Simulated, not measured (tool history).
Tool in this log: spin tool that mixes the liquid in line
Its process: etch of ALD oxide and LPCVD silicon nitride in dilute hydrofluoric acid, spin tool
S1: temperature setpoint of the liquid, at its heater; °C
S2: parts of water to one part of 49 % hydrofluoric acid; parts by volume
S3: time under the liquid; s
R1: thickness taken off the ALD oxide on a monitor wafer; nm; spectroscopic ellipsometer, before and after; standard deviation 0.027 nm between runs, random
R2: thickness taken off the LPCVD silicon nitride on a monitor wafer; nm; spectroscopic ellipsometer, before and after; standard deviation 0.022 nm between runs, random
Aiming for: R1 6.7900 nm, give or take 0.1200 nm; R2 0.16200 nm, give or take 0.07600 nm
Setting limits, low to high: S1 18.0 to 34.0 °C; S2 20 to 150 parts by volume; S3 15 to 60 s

{"run": 1, "day": 0.0, "S1": 26.0, "S2": 85, "S3": 30, "R1": 7.7152, "R2": 0.19005}
{"run": 2, "day": 0.25, "S1": 26.0, "S2": 105, "S3": 30, "R1": 6.1322, "R2": 0.13495}
{"run": 3, "day": 0.288, "S1": 26.5, "S2": 105, "S3": 30, "R1": 6.2456, "R2": 0.18856}
{"run": 4, "day": 0.438, "S1": 26.5, "S2": 80, "S3": 30, "R1": 8.3997, "R2": 0.26501}
{"run": 5, "day": 0.492, "S1": 26.5, "S2": 50, "S3": 30, "R1": 14.004, "R2": 0.40537}
{"run": 6, "day": 0.679, "S1": 25.0, "S2": 55, "S3": 30, "R1": 11.92, "R2": 0.34717}
{"run": 7, "day": 1.012, "S1": 23.5, "S2": 60, "S3": 30, "R1": 10.292, "R2": 0.305}
{"run": 8, "day": 1.138, "S1": 22.5, "S2": 65, "S3": 30, "R1": 9.0429, "R2": 0.21569}
{"run": 9, "day": 1.388, "S1": 21.5, "S2": 65, "S3": 30, "R1": 8.6832, "R2": 0.20311}
{"run": 10, "day": 1.517, "S1": 21.0, "S2": 65, "S3": 30, "R1": 8.5234, "R2": 0.13569}
{"run": 11, "day": 1.638, "S1": 21.0, "S2": 70, "S3": 30, "R1": 7.7822, "R2": 0.18622}
{"run": 12, "day": 1.858, "S1": 20.5, "S2": 70, "S3": 30, "R1": 7.6593, "R2": 0.18284}
{"run": 13, "day": 2.017, "S1": 18.0, "S2": 75, "S3": 30, "R1": 6.4033, "R2": 0.15324}
{"run": 14, "day": 2.1, "S1": 18.5, "S2": 75, "S3": 30, "R1": 6.5207, "R2": 0.10868}

5 candidate next runs follow, results not yet known. Just one meets every target within its allowed miss. Identify it.
{"run": "A", "day": 2.183, "S1": 18.0, "S2": 90, "S3": 35, "R1": "?", "R2": "?"}
{"run": "B", "day": 2.183, "S1": 24.0, "S2": 65, "S3": 20, "R1": "?", "R2": "?"}
{"run": "C", "day": 2.183, "S1": 19.0, "S2": 80, "S3": 30, "R1": "?", "R2": "?"}
{"run": "D", "day": 2.183, "S1": 21.0, "S2": 80, "S3": 30, "R1": "?", "R2": "?"}
{"run": "E", "day": 2.183, "S1": 23.0, "S2": 90, "S3": 30, "R1": "?", "R2": "?"}

move=A R1=6.0951 R2=0.10540
move=B R1=6.3662 R2=0.12464
move=C R1=6.1976 R2=0.10858
move=D R1=6.7355 R2=0.12455
move=E R1=6.4182 R2=0.12698
A: misses by more than the last run did
B: misses by more than the last run did
C: misses by more than the last run did
D: each result inside its tolerance
E: misses by more than the last run did
Answer: D
